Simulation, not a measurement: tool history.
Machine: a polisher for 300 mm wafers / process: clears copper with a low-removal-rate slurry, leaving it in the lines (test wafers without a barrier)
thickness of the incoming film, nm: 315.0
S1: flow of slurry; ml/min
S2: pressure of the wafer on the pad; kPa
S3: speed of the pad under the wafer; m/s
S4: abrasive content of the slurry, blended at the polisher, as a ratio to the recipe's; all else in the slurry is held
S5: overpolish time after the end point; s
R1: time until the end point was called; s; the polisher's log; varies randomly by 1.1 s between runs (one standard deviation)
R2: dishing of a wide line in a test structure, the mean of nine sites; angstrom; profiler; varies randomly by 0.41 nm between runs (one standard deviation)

{"run": 1, "hour": 0.0, "S1": 165, "S2": 22.8, "S3": 1.08, "S4": 1.0, "S5": 16, "R1": 90.678, "R2": 271.66}
{"run": 2, "hour": 1.1, "S1": 165, "S2": 22.8, "S3": 1.26, "S4": 1.0, "S5": 16, "R1": 81.488, "R2": 297.85}
{"run": 3, "hour": 4.5, "S1": 165, "S2": 24.1, "S3": 1.26, "S4": 1.0, "S5": 16, "R1": 76.994, "R2": 305.37}
{"run": 4, "hour": 7.3, "S1": 165, "S2": 24.1, "S3": 1.26, "S4": 1.0, "S5": 10, "R1": 78.611, "R2": 231.48}
{"run": 5, "hour": 12.8, "S1": 160, "S2": 24.8, "S3": 1.28, "S4": 1.0, "S5": 12, "R1": 74.327, "R2": 257.51}
{"hour": 15.6, "done": "slurry blender recalibrated"}
{"run": 6, "hour": 15.6, "S1": 160, "S2": 24.8, "S3": 1.08, "S4": 1.0, "S5": 12, "R1": 81.305, "R2": 253.1}
{"run": 7, "hour": 22.1, "S1": 160, "S2": 26.2, "S3": 1.06, "S4": 1.0, "S5": 13, "R1": 74.674, "R2": 275.7}
{"run": 8, "hour": 23.8, "S1": 150, "S2": 29.0, "S3": 1.08, "S4": 1.0, "S5": 19, "R1": 69.949, "R2": 364.16}

Expected results for the next run?
{"run": 9, "hour": 29.5, "S1": 150, "S2": 29.0, "S3": 1.08, "S4": 1.0, "S5": 19, "R1": "?", "R2": "?"}

Run 9 measured R1 68.633 s, R2 370.17 angstrom.

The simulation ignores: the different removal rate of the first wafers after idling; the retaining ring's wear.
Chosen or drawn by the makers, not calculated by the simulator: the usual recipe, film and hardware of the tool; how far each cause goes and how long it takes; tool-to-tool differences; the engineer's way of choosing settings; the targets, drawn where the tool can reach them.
